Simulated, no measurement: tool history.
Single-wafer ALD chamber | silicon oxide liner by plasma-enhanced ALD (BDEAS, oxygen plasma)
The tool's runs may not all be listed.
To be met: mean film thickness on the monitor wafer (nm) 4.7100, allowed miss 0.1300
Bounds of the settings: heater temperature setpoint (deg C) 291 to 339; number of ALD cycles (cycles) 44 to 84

run  hour  heater temperature setpoint (deg C)  number of ALD cycles (cycles)  mean film thickness on the monitor wafer (nm)
  1   0.0                                  315                             64                                         5.5231
  2   8.7                                  310                             64                                         5.6049
  3  13.1                                  311                             62                                         5.4012
  4  14.3                                  311                             61                                         5.2702
  5  19.4                                  311                             60                                         5.2089
  6  21.7                                  311                             67                                         5.8468
  7  28.7                                  311                             65                                         5.6871
  8  33.5                                  311                             65                                         5.6483

Which of these 4 next moves meets every target?
  A  38.3                                  307                             58                                              ?
  B  38.3                                  325                             52                                              ?
  C  38.3                                  321                             55                                              ?
  D  38.3                                  304                             70                                              ?

move  mean film thickness on the monitor wafer (nm)
   A                                         5.0832
   B                                         4.4256
   C                                         4.7119
   D                                         6.1645
A: nearer than the last run, and not there yet
B: takes the result that was furthest off past its target
C: meets every target
D: further off than the last run
Move C is the one to make.

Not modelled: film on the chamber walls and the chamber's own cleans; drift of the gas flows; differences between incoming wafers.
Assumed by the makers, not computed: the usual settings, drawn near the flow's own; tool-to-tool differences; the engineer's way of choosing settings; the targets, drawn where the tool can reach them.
